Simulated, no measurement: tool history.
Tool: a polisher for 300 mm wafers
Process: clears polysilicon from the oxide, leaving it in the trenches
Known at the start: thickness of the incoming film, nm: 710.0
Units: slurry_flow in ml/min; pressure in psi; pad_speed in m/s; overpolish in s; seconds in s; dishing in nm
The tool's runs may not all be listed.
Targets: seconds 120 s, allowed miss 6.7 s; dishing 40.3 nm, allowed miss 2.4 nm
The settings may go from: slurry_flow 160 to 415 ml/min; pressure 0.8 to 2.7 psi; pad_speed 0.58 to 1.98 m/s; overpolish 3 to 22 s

| run | hour | slurry_flow | pressure | pad_speed | overpolish | seconds | dishing |
|---|---|---|---|---|---|---|---|
| 1 | 0 | 265 | 1.7 | 1.28 | 11 | 66.643 | 44.136 |
| 2 | 0.7 | 265 | 1.6 | 1.26 | 11 | 69.376 | 44.443 |
| 3 | 6 | 265 | 1.8 | 1.26 | 11 | 63.426 | 45.419 |
| 4 | 9.2 | 265 | 1.7 | 1.24 | 11 | 67.705 | 44.18 |
| 5 | 16.8 | 265 | 1.6 | 1.22 | 11 | 71.135 | 43.118 |
| 6 | 22.7 | 265 | 1.5 | 1.18 | 12 | 79.129 | 43.894 |
| 7 | 26.1 | 265 | 1.4 | 1.16 | 12 | 87.776 | 41.376 |
| 8 | 33.3 | 265 | 0.9 | 1.1 | 17 | 140.66 | 41.485 |

5 next moves are on the table. One of them brings every result within its allowed miss. Which?
| A | 40.5 | 220 | 1 | 1.2 | 14 | ? | ? |
| B | 40.5 | 240 | 0.8 | 1.04 | 22 | ? | ? |
| C | 40.5 | 265 | 1.2 | 1.1 | 18 | ? | ? |
| D | 40.5 | 375 | 1.4 | 0.94 | 12 | ? | ? |
| E | 40.5 | 260 | 1.1 | 1.24 | 12 | ? | ? |

| move | seconds | dishing |
|---|---|---|
| A | 116.73 | 40.463 |
| B | 163.72 | 41.897 |
| C | 104.42 | 44.412 |
| D | 101.6 | 40.257 |
| E | 101.26 | 40.301 |
A: meets every target
B: further off than the last run
C: takes the result that was furthest off past its target
D: takes the result that was furthest off past its target
E: takes the result that was furthest off past its target
Move A is the one to make.
